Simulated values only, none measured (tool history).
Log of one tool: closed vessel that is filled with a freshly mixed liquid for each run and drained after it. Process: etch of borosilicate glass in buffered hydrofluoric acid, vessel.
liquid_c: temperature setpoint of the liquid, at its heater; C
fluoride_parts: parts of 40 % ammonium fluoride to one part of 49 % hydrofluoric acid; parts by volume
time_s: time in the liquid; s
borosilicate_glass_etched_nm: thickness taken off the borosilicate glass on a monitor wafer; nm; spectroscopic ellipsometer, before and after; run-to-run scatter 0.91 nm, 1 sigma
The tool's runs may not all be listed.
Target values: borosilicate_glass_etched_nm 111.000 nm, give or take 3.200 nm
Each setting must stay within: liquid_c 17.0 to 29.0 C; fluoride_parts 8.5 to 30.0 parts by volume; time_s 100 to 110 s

| run | hour | liquid_c | fluoride_parts | time_s | borosilicate_glass_etched_nm |
|---|---|---|---|---|---|
| 1 | 0.0 | 21.0 | 23.5 | 100 | 46.076 |
| 2 | 6.7 | 21.0 | 29.5 | 100 | 39.445 |
| 3 | 11.7 | 21.0 | 30.0 | 100 | 39.143 |
| 4 | 12.6 | 24.5 | 30.0 | 100 | 47.078 |
| 5 | 18.4 | 25.0 | 28.0 | 100 | 50.717 |
| 6 | 22.8 | 25.0 | 28.0 | 100 | 51.387 |
| 7 | 27.7 | 25.5 | 26.0 | 100 | 55.411 |
| 8 | 35.7 | 29.0 | 18.5 | 105 | 90.163 |
| 9 | 41.5 | 29.0 | 18.0 | 105 | 93.551 |
| 10 | 50.4 | 29.0 | 17.5 | 105 | 93.982 |
| 11 | 58.7 | 29.0 | 17.0 | 105 | 98.109 |
| 12 | 67.7 | 29.0 | 12.5 | 105 | 132.980 |
| 13 | 69.1 | 28.5 | 12.5 | 105 | 131.390 |
| 14 | 73.8 | 28.5 | 12.5 | 105 | 130.770 |
| 15 | 76.4 | 28.0 | 12.5 | 105 | 125.030 |
| 16 | 85.1 | 27.5 | 12.5 | 105 | 122.390 |
| 17 | 89.5 | 27.0 | 12.5 | 105 | 119.320 |

Below are 4 possible settings for the next run. Only one of them brings all results inside the allowed miss of their targets. Which is it?
| A | 93.9 | 27.5 | 12.5 | 105 | ? |
| B | 93.9 | 27.5 | 12.5 | 110 | ? |
| C | 93.9 | 25.0 | 10.0 | 105 | ? |
| D | 93.9 | 25.0 | 12.0 | 105 | ? |

| move | borosilicate_glass_etched_nm |
|---|---|
| A | 123.670 |
| B | 129.560 |
| C | 135.040 |
| D | 112.820 |
A: misses by more than the last run did
B: misses by more than the last run did
C: misses by more than the last run did
D: every result lands within tolerance
Correct choice: D, which meets every target
